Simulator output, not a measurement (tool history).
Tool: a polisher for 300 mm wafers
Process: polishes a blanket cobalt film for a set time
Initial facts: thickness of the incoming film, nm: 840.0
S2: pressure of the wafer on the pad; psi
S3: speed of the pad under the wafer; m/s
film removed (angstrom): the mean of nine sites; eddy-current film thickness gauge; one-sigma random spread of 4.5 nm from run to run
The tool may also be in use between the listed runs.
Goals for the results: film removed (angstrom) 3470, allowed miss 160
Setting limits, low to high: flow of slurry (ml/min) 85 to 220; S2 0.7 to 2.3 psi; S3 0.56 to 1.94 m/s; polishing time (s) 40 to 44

Run 1, day 0: flow of slurry (ml/min) 140, S2 1.5 psi, S3 1.24 m/s, polishing time (s) 44. Result: film removed (angstrom) 2502.9.
Run 2, day 0.1: flow of slurry (ml/min) 145, S2 1.6 psi, S3 1.24 m/s, polishing time (s) 44. Result: film removed (angstrom) 2628.5.
Run 3, day 0.358: flow of slurry (ml/min) 145, S2 1.3 psi, S3 1.24 m/s, polishing time (s) 44. Result: film removed (angstrom) 2184.9.
Run 4, day 0.454: flow of slurry (ml/min) 145, S2 1.5 psi, S3 1.26 m/s, polishing time (s) 44. Result: film removed (angstrom) 2560.1.
Run 5, day 0.633: flow of slurry (ml/min) 145, S2 1.6 psi, S3 1.26 m/s, polishing time (s) 44. Result: film removed (angstrom) 2720.8.
Run 6, day 0.858: flow of slurry (ml/min) 145, S2 1.3 psi, S3 1.26 m/s, polishing time (s) 44. Result: film removed (angstrom) 2277.9.
Run 7, day 1.125: flow of slurry (ml/min) 145, S2 1.5 psi, S3 1.28 m/s, polishing time (s) 44. Result: film removed (angstrom) 2574.8.
Run 8, day 1.288: flow of slurry (ml/min) 145, S2 1.6 psi, S3 1.28 m/s, polishing time (s) 44. Result: film removed (angstrom) 2709.1.
Run 9, day 1.383: flow of slurry (ml/min) 145, S2 1.6 psi, S3 1.28 m/s, polishing time (s) 44. Result: film removed (angstrom) 2700.1.
Run 10, day 1.638: flow of slurry (ml/min) 145, S2 1.7 psi, S3 1.3 m/s, polishing time (s) 44. Result: film removed (angstrom) 3009.5.
Run 11, day 1.929: flow of slurry (ml/min) 145, S2 1.8 psi, S3 1.3 m/s, polishing time (s) 44. Result: film removed (angstrom) 2982.8.
Run 12, day 2.133: flow of slurry (ml/min) 145, S2 1.9 psi, S3 1.3 m/s, polishing time (s) 44. Result: film removed (angstrom) 3211.2.

Exercise: of the 5 proposed moves below, exactly one satisfies all targets within the stated allowed misses. Which move is it?
Run A, day 2.338: flow of slurry (ml/min) 190, S2 1.9 psi, S3 1.32 m/s, polishing time (s) 44. Result: film removed (angstrom) ?.
Run B, day 2.338: flow of slurry (ml/min) 190, S2 1.9 psi, S3 1.12 m/s, polishing time (s) 44. Result: film removed (angstrom) ?.
Run C, day 2.338: flow of slurry (ml/min) 105, S2 1.7 psi, S3 1.5 m/s, polishing time (s) 44. Result: film removed (angstrom) ?.
Run D, day 2.338: flow of slurry (ml/min) 165, S2 1.7 psi, S3 1.48 m/s, polishing time (s) 40. Result: film removed (angstrom) ?.
Run E, day 2.338: flow of slurry (ml/min) 150, S2 1.8 psi, S3 1.24 m/s, polishing time (s) 41. Result: film removed (angstrom) ?.

move  film removed (angstrom)
   A                   3430.3
   B                   2925.2
   C                   3119.5
   D                   3091.9
   E                   2757.8
A: all results in spec
B: further off than the last run
C: further off than the last run
D: further off than the last run
E: further off than the last run
Correct choice: A, which meets every target
